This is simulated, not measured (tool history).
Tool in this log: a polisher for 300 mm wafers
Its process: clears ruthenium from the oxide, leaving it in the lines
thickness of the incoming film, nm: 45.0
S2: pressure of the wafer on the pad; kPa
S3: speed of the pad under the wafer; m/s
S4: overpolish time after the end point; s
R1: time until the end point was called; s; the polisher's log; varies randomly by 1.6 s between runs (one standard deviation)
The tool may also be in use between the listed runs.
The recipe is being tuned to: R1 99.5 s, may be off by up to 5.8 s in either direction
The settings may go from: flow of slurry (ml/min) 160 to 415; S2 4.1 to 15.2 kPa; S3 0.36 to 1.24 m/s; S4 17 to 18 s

{"run": 1, "hour": 0.0, "flow of slurry (ml/min)": 265, "S2": 9.7, "S3": 0.8, "S4": 17, "R1": 65.437}
{"run": 2, "hour": 2.1, "flow of slurry (ml/min)": 265, "S2": 9.7, "S3": 0.7, "S4": 17, "R1": 72.657}
{"run": 3, "hour": 7.4, "flow of slurry (ml/min)": 235, "S2": 9.7, "S3": 0.7, "S4": 17, "R1": 73.618}
{"run": 4, "hour": 10.6, "flow of slurry (ml/min)": 275, "S2": 9.7, "S3": 0.7, "S4": 17, "R1": 71.51}
{"run": 5, "hour": 13.7, "flow of slurry (ml/min)": 275, "S2": 9, "S3": 0.7, "S4": 17, "R1": 77.323}
{"run": 6, "hour": 17.2, "flow of slurry (ml/min)": 275, "S2": 8.3, "S3": 0.7, "S4": 17, "R1": 84.794}
{"run": 7, "hour": 26.0, "flow of slurry (ml/min)": 275, "S2": 7.6, "S3": 0.7, "S4": 17, "R1": 89.067}
{"run": 8, "hour": 30.1, "flow of slurry (ml/min)": 275, "S2": 7.6, "S3": 0.7, "S4": 17, "R1": 89.756}

5 candidate next runs follow, results not yet known. Just one meets every target within its allowed miss. Identify it.
{"run": "A", "hour": 34.2, "flow of slurry (ml/min)": 285, "S2": 6.9, "S3": 0.8, "S4": 17, "R1": "?"}
{"run": "B", "hour": 34.2, "flow of slurry (ml/min)": 270, "S2": 7.6, "S3": 0.8, "S4": 17, "R1": "?"}
{"run": "C", "hour": 34.2, "flow of slurry (ml/min)": 225, "S2": 9, "S3": 0.66, "S4": 17, "R1": "?"}
{"run": "D", "hour": 34.2, "flow of slurry (ml/min)": 290, "S2": 6.9, "S3": 0.6, "S4": 17, "R1": "?"}
{"run": "E", "hour": 34.2, "flow of slurry (ml/min)": 265, "S2": 6.9, "S3": 0.72, "S4": 17, "R1": "?"}

move=A R1=87.165
move=B R1=79.843
move=C R1=82.951
move=D R1=114.93
move=E R1=97.024
A: lands further from the targets than the last run did
B: lands further from the targets than the last run did
C: lands further from the targets than the last run did
D: carries the result that was furthest off beyond its target, to the other side
E: every result lands within tolerance
Go with E: it meets all targets.
